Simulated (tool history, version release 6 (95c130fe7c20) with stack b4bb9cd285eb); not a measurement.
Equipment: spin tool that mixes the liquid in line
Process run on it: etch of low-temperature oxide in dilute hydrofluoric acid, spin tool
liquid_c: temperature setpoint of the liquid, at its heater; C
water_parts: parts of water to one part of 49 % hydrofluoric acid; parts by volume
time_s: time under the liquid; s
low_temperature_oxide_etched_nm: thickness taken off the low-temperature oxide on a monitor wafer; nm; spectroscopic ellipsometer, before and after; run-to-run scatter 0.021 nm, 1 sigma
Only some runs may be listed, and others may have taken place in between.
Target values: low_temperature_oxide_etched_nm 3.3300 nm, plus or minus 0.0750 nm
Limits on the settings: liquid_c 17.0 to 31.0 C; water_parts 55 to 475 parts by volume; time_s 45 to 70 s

| run | hour | liquid_c | water_parts | time_s | low_temperature_oxide_etched_nm |
|---|---|---|---|---|---|
| 1 | 0.0 | 23.0 | 265 | 70 | 2.3051 |
| 2 | 8.2 | 23.0 | 330 | 70 | 1.7454 |
| 3 | 9.6 | 25.0 | 310 | 70 | 2.0464 |
| 4 | 13.1 | 21.5 | 310 | 70 | 1.7983 |
| 5 | 21.5 | 21.5 | 390 | 70 | 1.3337 |
| 6 | 28.2 | 23.5 | 350 | 70 | 1.6257 |
| 7 | 31.4 | 23.5 | 350 | 70 | 1.6284 |
| 8 | 35.8 | 25.0 | 320 | 70 | 1.9417 |
| 9 | 40.2 | 26.5 | 300 | 70 | 2.2299 |
| 10 | 41.5 | 27.5 | 285 | 70 | 2.4549 |
| 11 | 43.1 | 28.5 | 275 | 70 | 2.6861 |
| 12 | 51.8 | 29.0 | 270 | 70 | 2.7538 |

Below are 5 possible settings for the next run. Only one of them brings all results inside the allowed miss of their targets. Which is it?
| A | 60.5 | 29.0 | 220 | 70 | ? |
| B | 60.5 | 26.5 | 220 | 70 | ? |
| C | 60.5 | 29.5 | 225 | 70 | ? |
| D | 60.5 | 27.0 | 210 | 70 | ? |
| E | 60.5 | 29.5 | 220 | 70 | ? |

| move | low_temperature_oxide_etched_nm |
|---|---|
| A | 3.6540 |
| B | 3.3483 |
| C | 3.6132 |
| D | 3.6108 |
| E | 3.7173 |
A: moves the result that the last run missed by most past its target, out the other side
B: hits every target within its allowed miss
C: moves the result that the last run missed by most past its target, out the other side
D: moves the result that the last run missed by most past its target, out the other side
E: moves the result that the last run missed by most past its target, out the other side
B meets every target.

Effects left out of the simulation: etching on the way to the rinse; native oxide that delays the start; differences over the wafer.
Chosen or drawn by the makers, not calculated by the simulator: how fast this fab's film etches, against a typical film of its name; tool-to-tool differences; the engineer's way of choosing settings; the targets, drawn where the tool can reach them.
